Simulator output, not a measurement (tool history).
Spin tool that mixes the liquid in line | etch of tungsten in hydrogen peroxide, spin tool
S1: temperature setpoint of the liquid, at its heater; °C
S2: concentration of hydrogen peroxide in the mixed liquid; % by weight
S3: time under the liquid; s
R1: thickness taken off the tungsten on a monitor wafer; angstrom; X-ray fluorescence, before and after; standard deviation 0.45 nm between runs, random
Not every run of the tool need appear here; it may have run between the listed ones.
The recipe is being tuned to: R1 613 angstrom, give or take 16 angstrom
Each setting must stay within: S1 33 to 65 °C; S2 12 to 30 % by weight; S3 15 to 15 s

Run 1, hour 0: S1 49 °C, S2 22.5 % by weight, S3 15 s. Result: R1 263.66 angstrom.
Run 2, hour 8: S1 49 °C, S2 20.5 % by weight, S3 15 s. Result: R1 250.89 angstrom.
Run 3, hour 10.1: S1 49 °C, S2 20.5 % by weight, S3 15 s. Result: R1 246.74 angstrom.
Run 4, hour 14.3: S1 53.5 °C, S2 20.5 % by weight, S3 15 s. Result: R1 324.92 angstrom.
Run 5, hour 20.3: S1 54.5 °C, S2 20.5 % by weight, S3 15 s. Result: R1 343.97 angstrom.
At hour 25: peroxide flow meter replaced.
Run 6, hour 25: S1 48.5 °C, S2 20.5 % by weight, S3 15 s. Result: R1 247.27 angstrom.
Run 7, hour 30.7: S1 50 °C, S2 20.5 % by weight, S3 15 s. Result: R1 272.73 angstrom.
Run 8, hour 38.1: S1 51.5 °C, S2 20.5 % by weight, S3 15 s. Result: R1 301.04 angstrom.
Run 9, hour 39.7: S1 52.5 °C, S2 20.5 % by weight, S3 15 s. Result: R1 316.25 angstrom.

5 candidate next runs follow, results not yet known. Just one meets every target within its allowed miss. Identify it.
Run A, hour 41.3: S1 59 °C, S2 21.5 % by weight, S3 15 s. Result: R1 ?.
Run B, hour 41.3: S1 58 °C, S2 22 % by weight, S3 15 s. Result: R1 ?.
Run C, hour 41.3: S1 55 °C, S2 24.5 % by weight, S3 15 s. Result: R1 ?.
Run D, hour 41.3: S1 62.5 °C, S2 23.5 % by weight, S3 15 s. Result: R1 ?.
Run E, hour 41.3: S1 63.5 °C, S2 27 % by weight, S3 15 s. Result: R1 ?.

move      R1
   A  469.94
   B  448.57
   C   396.9
   D  600.31
   E  680.86
A: gains on the last run, yet a result remains outside its allowed miss
B: gains on the last run, yet a result remains outside its allowed miss
C: gains on the last run, yet a result remains outside its allowed miss
D: each result inside its tolerance
E: takes the result that was furthest off past its target
D is the move that brings every result within its allowed miss.
